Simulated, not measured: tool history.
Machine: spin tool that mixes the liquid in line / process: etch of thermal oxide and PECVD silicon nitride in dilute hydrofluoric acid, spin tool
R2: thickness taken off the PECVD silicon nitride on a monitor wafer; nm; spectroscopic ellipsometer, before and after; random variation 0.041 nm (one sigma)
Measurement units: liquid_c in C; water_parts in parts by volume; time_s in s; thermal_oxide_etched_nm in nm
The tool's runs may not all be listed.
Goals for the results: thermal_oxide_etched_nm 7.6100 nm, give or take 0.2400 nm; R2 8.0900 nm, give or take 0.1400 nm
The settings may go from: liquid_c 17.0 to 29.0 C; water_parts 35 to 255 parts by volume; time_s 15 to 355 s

Run 1, hour 0.0: liquid_c 21.0 C, water_parts 145 parts by volume, time_s 180 s. Result: thermal_oxide_etched_nm 4.8814 nm, R2 5.4887 nm.
Run 2, hour 0.9: liquid_c 19.0 C, water_parts 145 parts by volume, time_s 180 s. Result: thermal_oxide_etched_nm 4.5796 nm, R2 4.7680 nm.
Run 3, hour 9.1: liquid_c 19.0 C, water_parts 190 parts by volume, time_s 180 s. Result: thermal_oxide_etched_nm 3.3384 nm, R2 3.6778 nm.
Run 4, hour 15.8: liquid_c 21.0 C, water_parts 190 parts by volume, time_s 180 s. Result: thermal_oxide_etched_nm 3.5175 nm, R2 4.2269 nm.
Run 5, hour 24.6: liquid_c 21.0 C, water_parts 165 parts by volume, time_s 180 s. Result: thermal_oxide_etched_nm 4.1362 nm, R2 4.8503 nm.
Run 6, hour 27.9: liquid_c 24.5 C, water_parts 165 parts by volume, time_s 180 s. Result: thermal_oxide_etched_nm 4.7935 nm, R2 6.0357 nm.
Run 7, hour 28.7: liquid_c 24.0 C, water_parts 140 parts by volume, time_s 170 s. Result: thermal_oxide_etched_nm 5.4513 nm, R2 6.4917 nm.
Run 8, hour 29.4: liquid_c 24.0 C, water_parts 120 parts by volume, time_s 160 s. Result: thermal_oxide_etched_nm 6.0879 nm, R2 7.1073 nm.
Run 9, hour 37.4: liquid_c 24.0 C, water_parts 105 parts by volume, time_s 155 s. Result: thermal_oxide_etched_nm 6.8118 nm, R2 7.8763 nm.
Run 10, hour 43.9: liquid_c 22.0 C, water_parts 75 parts by volume, time_s 145 s. Result: thermal_oxide_etched_nm 8.7038 nm, R2 8.9341 nm.
Run 11, hour 49.5: liquid_c 22.0 C, water_parts 80 parts by volume, time_s 145 s. Result: thermal_oxide_etched_nm 7.9982 nm, R2 8.3855 nm.
Run 12, hour 57.6: liquid_c 22.0 C, water_parts 90 parts by volume, time_s 150 s. Result: thermal_oxide_etched_nm 7.2802 nm, R2 7.7545 nm.

Of the 5 settings listed for the next run, only one would bring every result within its allowed miss of target. Which one?
Run A, hour 65.7: liquid_c 20.0 C, water_parts 115 parts by volume, time_s 235 s. Result: thermal_oxide_etched_nm ?, R2 ?.
Run B, hour 65.7: liquid_c 23.0 C, water_parts 95 parts by volume, time_s 160 s. Result: thermal_oxide_etched_nm ?, R2 ?.
Run C, hour 65.7: liquid_c 20.5 C, water_parts 115 parts by volume, time_s 220 s. Result: thermal_oxide_etched_nm ?, R2 ?.
Run D, hour 65.7: liquid_c 23.5 C, water_parts 105 parts by volume, time_s 165 s. Result: thermal_oxide_etched_nm ?, R2 ?.
Run E, hour 65.7: liquid_c 23.5 C, water_parts 115 parts by volume, time_s 180 s. Result: thermal_oxide_etched_nm ?, R2 ?.

move  thermal_oxide_etched_nm      R2
   A                   8.0246  8.3607
   B                   7.6393  8.3961
   C                   7.6664  8.0959
   D                   7.1841  8.1102
   E                   7.0707  8.0882
A: the result that was furthest off in the last run now lies on the other side of its target
B: the result that was furthest off in the last run now lies on the other side of its target
C: all results in spec
D: brings the last run's worst result on target, with another outside its allowed miss
E: brings the last run's worst result on target, with another outside its allowed miss
So the answer is move C, the one that meets all the targets.

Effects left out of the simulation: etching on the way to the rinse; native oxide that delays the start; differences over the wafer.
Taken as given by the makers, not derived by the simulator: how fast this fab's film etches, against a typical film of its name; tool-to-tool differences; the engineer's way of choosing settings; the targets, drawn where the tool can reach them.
